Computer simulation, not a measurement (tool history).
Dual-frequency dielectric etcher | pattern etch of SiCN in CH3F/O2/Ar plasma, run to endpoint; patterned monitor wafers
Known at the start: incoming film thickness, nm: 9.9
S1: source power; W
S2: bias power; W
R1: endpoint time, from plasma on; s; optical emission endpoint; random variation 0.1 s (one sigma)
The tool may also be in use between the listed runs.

run 1 day=0.000 | S1=420 S2=90 | R1=23.656
run 2 day=0.104 | S1=420 S2=75 | R1=26.367
run 3 day=0.238 | S1=370 S2=71 | R1=28.505
run 4 day=0.396 | S1=300 S2=71 | R1=30.534
run 5 day=0.750 | S1=300 S2=85 | R1=27.240
run 6 day=0.938 | S1=290 S2=79 | R1=28.737

The next listed run, before its measurement:
run 7 day=1.025 | S1=280 S2=75 | R1=?

R1: 29.898 s

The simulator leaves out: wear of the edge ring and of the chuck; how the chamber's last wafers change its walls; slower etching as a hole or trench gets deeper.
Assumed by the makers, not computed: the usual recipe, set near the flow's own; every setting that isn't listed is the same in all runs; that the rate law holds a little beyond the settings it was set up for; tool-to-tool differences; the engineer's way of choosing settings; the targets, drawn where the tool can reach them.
